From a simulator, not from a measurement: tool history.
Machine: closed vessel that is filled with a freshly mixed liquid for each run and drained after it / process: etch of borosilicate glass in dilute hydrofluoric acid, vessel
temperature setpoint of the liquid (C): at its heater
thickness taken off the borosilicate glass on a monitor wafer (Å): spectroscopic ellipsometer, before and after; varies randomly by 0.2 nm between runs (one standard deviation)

| run | day | temperature setpoint of the liquid (C) | parts of water to one part of 49 % hydrofluoric acid (parts by volume) | time in the liquid (s) | thickness taken off the borosilicate glass on a monitor wafer (Å) |
|---|---|---|---|---|---|
| 1 | 0.000 | 22.0 | 220 | 190 | 238.44 |
| 2 | 0.058 | 25.0 | 220 | 190 | 263.92 |
| 3 | 0.083 | 25.0 | 255 | 190 | 220.65 |
| 4 | 0.396 | 24.5 | 255 | 190 | 222.52 |
| 5 | 0.671 | 26.0 | 255 | 190 | 227.37 |
| 6 | 0.700 | 25.5 | 255 | 190 | 225.96 |

What does the tool deliver on the next run?
| 7 | 0.896 | 25.0 | 255 | 190 | ? |

thickness taken off the borosilicate glass on a monitor wafer (Å): 220.54
